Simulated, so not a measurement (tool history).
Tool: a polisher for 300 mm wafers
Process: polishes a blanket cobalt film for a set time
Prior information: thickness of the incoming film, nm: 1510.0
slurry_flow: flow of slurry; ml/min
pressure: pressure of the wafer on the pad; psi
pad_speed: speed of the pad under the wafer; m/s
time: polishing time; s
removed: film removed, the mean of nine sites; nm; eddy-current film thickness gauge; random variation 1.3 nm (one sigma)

run 1 hour=0.0 | slurry_flow=195 pressure=1.6 pad_speed=0.78 time=56 | removed=180.68
run 2 hour=1.9 | slurry_flow=195 pressure=1.6 pad_speed=0.78 time=56 | removed=178.71
run 3 hour=5.4 | slurry_flow=195 pressure=1.6 pad_speed=0.78 time=56 | removed=181.49
run 4 hour=13.5 | slurry_flow=240 pressure=1.6 pad_speed=0.78 time=56 | removed=182.52
run 5 hour=22.5 | slurry_flow=240 pressure=1.3 pad_speed=0.78 time=56 | removed=151.52
run 6 hour=31.2 | slurry_flow=240 pressure=1.2 pad_speed=0.78 time=56 | removed=137.89
run 7 hour=32.6 | slurry_flow=240 pressure=1.0 pad_speed=0.78 time=56 | removed=118.28
run 8 hour=34.8 | slurry_flow=240 pressure=1.0 pad_speed=0.78 time=56 | removed=117.72
run 9 hour=42.4 | slurry_flow=240 pressure=0.9 pad_speed=0.78 time=56 | removed=105.45
run 10 hour=51.3 | slurry_flow=250 pressure=0.9 pad_speed=0.78 time=56 | removed=106.18

Run 11 has not been measured yet. What should we expect?
run 11 hour=54.2 | slurry_flow=250 pressure=1.0 pad_speed=0.78 time=56 | removed=?

Run 11 came out at removed 116.09 nm.
